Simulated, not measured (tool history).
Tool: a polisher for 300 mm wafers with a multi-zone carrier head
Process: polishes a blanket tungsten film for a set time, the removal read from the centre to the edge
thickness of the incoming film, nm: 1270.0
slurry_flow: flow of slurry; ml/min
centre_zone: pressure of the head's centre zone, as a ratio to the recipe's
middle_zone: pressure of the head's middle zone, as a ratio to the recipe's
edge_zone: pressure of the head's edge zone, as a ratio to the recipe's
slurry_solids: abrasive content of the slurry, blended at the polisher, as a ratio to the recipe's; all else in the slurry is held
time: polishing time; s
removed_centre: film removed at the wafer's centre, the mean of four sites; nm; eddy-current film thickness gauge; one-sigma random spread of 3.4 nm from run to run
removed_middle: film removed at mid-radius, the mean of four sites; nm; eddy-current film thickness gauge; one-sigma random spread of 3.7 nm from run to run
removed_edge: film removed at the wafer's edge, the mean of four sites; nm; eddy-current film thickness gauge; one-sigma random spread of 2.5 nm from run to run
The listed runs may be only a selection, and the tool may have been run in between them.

run,hour,slurry_flow,centre_zone,middle_zone,edge_zone,slurry_solids,time,removed_centre,removed_middle,removed_edge
1,0,155,1,1,1,1,86,263.3,263.62,264.75
2,4,155,0.92,1,1,1,86,243.76,260.39,264.52
3,12.4,155,0.92,1,1,1,95,268.19,289.98,291.41
4,16.6,165,0.95,1.01,1.02,1.05,96,288.51,301.33,306.54
5,22.5,195,0.95,1.01,1.02,1.05,96,298.22,309.84,309.2
6,28.7,195,0.97,1.03,1.04,1.1,97,308.59,326.5,318.68
7,35.3,195,0.99,1.03,1.05,1.15,98,318.09,325.58,328.59
8,35.9,240,1.09,1.13,1.06,1.4,104,408.08,404.82,378.36
# hour 38: worn pad replaced by a new one
9,38,240,1.09,1.13,1.07,1.4,104,441.15,436.37,404.98
10,44.1,235,1.09,1.12,1.07,1.4,104,437.91,436.74,400.48
11,45.1,235,1.09,1.11,1.07,1.4,104,434.47,428.69,398.51
12,51.3,235,1.09,1.1,1.07,1.4,104,438.72,430.06,405.21

Expected results for the next run?
13,55,230,1.09,1.09,1.07,1.4,104,?,?,?

{"run 13": {"removed_centre": 439.5, "removed_middle": 423.13, "removed_edge": 402.73}}

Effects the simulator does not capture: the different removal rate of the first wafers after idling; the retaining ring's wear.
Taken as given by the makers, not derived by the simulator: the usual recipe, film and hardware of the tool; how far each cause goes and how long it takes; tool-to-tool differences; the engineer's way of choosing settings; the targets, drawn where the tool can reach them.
